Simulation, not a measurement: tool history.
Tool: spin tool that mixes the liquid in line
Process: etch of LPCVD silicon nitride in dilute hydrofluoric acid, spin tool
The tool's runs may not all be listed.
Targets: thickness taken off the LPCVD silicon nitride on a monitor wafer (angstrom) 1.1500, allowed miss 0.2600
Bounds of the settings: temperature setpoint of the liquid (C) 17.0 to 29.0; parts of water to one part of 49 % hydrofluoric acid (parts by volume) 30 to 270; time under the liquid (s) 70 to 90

run  hour  temperature setpoint of the liquid (C)  parts of water to one part of 49 % hydrofluoric acid (parts by volume)  time under the liquid (s)  thickness taken off the LPCVD silicon nitride on a monitor wafer (angstrom)
  1   0.0                                    21.0                                                                     150                         90                                                                       2.0685
  2   7.4                                    19.0                                                                     150                         90                                                                       2.1861
  3  14.2                                    19.0                                                                     150                         90                                                                       1.9616
  4  19.9                                    19.0                                                                     155                         85                                                                       1.8706
  5  25.9                                    19.0                                                                     155                         90                                                                       2.0340
  6  29.1                                    19.0                                                                     155                         90                                                                       2.0566
  7  35.3                                    19.0                                                                     165                         85                                                                       1.7094
  8  39.2                                    19.0                                                                     170                         85                                                                       1.6406
  9  39.8                                    19.0                                                                     175                         85                                                                       1.7766

Which of these 4 next moves meets every target?
  A  40.4                                    18.5                                                                     180                         70                                                                            ?
  B  40.4                                    21.0                                                                     125                         90                                                                            ?
  C  40.4                                    19.0                                                                     105                         90                                                                            ?
  D  40.4                                    21.5                                                                     180                         90                                                                            ?

move  thickness taken off the LPCVD silicon nitride on a monitor wafer (angstrom)
   A                                                                       1.3097
   B                                                                       2.8383
   C                                                                       2.9386
   D                                                                       2.0531
A: meets every target
B: further off than the last run
C: further off than the last run
D: further off than the last run
Answer: A

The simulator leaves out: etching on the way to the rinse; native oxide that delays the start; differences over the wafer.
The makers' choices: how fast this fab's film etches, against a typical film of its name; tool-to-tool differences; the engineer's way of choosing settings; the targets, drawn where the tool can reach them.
